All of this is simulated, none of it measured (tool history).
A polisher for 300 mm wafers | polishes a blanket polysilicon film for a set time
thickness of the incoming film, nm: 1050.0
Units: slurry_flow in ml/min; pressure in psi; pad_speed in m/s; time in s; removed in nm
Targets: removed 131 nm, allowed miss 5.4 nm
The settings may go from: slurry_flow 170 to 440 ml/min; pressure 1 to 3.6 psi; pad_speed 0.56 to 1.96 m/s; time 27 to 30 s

| run | hour | slurry_flow | pressure | pad_speed | time | removed |
|---|---|---|---|---|---|---|
| 1 | 0 | 280 | 2.3 | 1.26 | 30 | 214.87 |
| 2 | 2.3 | 280 | 2.3 | 0.96 | 30 | 165.02 |
| 3 | 8.7 | 280 | 2.1 | 0.96 | 30 | 153.57 |
| 4 | 11.4 | 280 | 2 | 0.96 | 30 | 151.06 |
| 5 | 15.5 | 280 | 1.9 | 0.96 | 30 | 146.03 |
| 6 | 23.5 | 280 | 1.9 | 0.66 | 30 | 103.4 |
| 7 | 30.8 | 280 | 2.1 | 0.66 | 30 | 111.56 |
| 8 | 31.8 | 280 | 2.2 | 0.66 | 30 | 118.04 |
| 9 | 33.1 | 280 | 2.3 | 0.66 | 30 | 123.57 |
| 10 | 39.5 | 280 | 2.3 | 0.66 | 30 | 121.94 |
| 11 | 45.2 | 280 | 2.3 | 0.66 | 30 | 123.89 |

5 next moves are on the table. One of them brings every result within its allowed miss. Which?
| A | 50.9 | 175 | 2.1 | 0.94 | 30 | ? |
| B | 50.9 | 360 | 2.7 | 0.6 | 30 | ? |
| C | 50.9 | 295 | 2.3 | 0.8 | 30 | ? |
| D | 50.9 | 315 | 2.5 | 0.78 | 28 | ? |
| E | 50.9 | 290 | 2.3 | 0.86 | 29 | ? |

| move | removed |
|---|---|
| A | 146.76 |
| B | 128.63 |
| C | 141.64 |
| D | 138.91 |
| E | 145.47 |
A: takes the result that was furthest off past its target
B: meets every target
C: takes the result that was furthest off past its target
D: takes the result that was furthest off past its target
E: takes the result that was furthest off past its target
The right move is B.
